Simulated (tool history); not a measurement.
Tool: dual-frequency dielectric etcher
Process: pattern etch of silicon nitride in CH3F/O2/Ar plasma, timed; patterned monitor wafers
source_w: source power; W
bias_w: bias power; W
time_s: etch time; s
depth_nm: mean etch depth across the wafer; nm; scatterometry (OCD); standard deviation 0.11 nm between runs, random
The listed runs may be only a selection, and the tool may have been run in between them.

run	day	source_w	bias_w	time_s	depth_nm
1	0	300	55	27.5	16.962
2	0.212	300	64	27.5	17.51
3	0.238	300	71	27.5	17.918
4	0.517	300	77	27.5	18.239
5	0.838	300	67	27.5	17.706
6	1.092	250	67	27.5	16.804

Expected results for the next run?
7	1.279	260	68	27.5	?

depth_nm: 16.897 nm

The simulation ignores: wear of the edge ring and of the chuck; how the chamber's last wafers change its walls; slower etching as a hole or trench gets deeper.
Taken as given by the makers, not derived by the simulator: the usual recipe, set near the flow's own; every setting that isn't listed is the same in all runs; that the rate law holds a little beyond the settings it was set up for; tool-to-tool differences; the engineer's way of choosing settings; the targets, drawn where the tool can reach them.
